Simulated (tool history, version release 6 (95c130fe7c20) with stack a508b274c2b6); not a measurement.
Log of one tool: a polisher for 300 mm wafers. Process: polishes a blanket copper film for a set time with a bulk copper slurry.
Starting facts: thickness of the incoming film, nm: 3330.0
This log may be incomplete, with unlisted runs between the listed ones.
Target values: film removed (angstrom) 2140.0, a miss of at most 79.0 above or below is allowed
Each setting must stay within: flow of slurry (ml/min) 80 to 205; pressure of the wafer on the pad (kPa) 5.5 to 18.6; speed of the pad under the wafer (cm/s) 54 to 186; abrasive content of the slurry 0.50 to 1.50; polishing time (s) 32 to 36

run,hour,flow of slurry (ml/min),pressure of the wafer on the pad (kPa),speed of the pad under the wafer (cm/s),abrasive content of the slurry,polishing time (s),film removed (angstrom)
1,0.0,135,11.7,118,1.00,36,2806.6
2,2.8,130,11.0,118,1.00,36,2623.8
3,8.0,100,11.0,118,1.00,36,2475.1
4,8.9,100,11.0,118,1.00,36,2423.5
5,11.6,100,13.8,118,1.00,36,3038.1
6,17.7,100,16.5,118,1.00,36,3679.8
7,19.4,95,13.1,112,1.00,36,2674.8
8,26.8,95,12.4,112,1.00,36,2530.2
9,30.4,95,11.7,112,1.00,36,2452.5
10,31.5,90,11.0,112,1.00,36,2290.1

5 next moves are on the table. One of them brings every result within its allowed miss. Which?
A,32.6,115,11.7,82,1.30,33,?
B,32.6,100,11.7,118,0.90,35,?
C,32.6,90,10.3,128,1.05,36,?
D,32.6,120,9.7,114,1.20,36,?
E,32.6,85,11.0,114,1.00,34,?

move,film removed (angstrom)
A,1962.6
B,2439.4
C,2388.4
D,2282.6
E,2115.4
A: the result that was furthest off in the last run now lies on the other side of its target
B: its largest miss is bigger than the last run's
C: its largest miss is bigger than the last run's
D: as far off as the last run
E: in spec on every target
The move that meets every target is E.
